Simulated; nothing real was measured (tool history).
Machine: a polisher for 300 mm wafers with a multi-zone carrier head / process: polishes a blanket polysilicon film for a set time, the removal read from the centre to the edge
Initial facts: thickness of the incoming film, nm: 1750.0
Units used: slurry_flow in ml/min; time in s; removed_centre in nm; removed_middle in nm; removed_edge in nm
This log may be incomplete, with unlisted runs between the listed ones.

| run | hour | slurry_flow | centre_zone | middle_zone | edge_zone | time | removed_centre | removed_middle | removed_edge |
|---|---|---|---|---|---|---|---|---|---|
| 1 | 0.0 | 155 | 1.00 | 1.00 | 1.00 | 47 | 315.22 | 312.04 | 329.66 |
| 2 | 2.6 | 155 | 1.00 | 1.07 | 1.00 | 47 | 306.18 | 325.77 | 332.10 |
| 3 | 9.2 | 145 | 0.98 | 1.07 | 0.97 | 47 | 295.63 | 317.77 | 328.08 |
| 4 | 15.6 | 145 | 0.98 | 1.09 | 0.95 | 46 | 302.67 | 321.70 | 315.55 |
| 5 | 21.7 | 120 | 0.98 | 1.09 | 0.95 | 46 | 271.49 | 306.90 | 305.16 |
| 6 | 23.2 | 115 | 0.98 | 1.09 | 0.94 | 46 | 269.57 | 303.71 | 296.54 |

Estimate the outcome of run 7 from the log above:
|  | 31.0 | edge zone pressure recalibrated |
| 7 | 31.0 | 110 | 0.98 | 1.09 | 0.94 | 46 | ? | ? | ? |

Run 7 came out at removed_centre 267.95 nm, removed_middle 300.93 nm, removed_edge 286.96 nm.
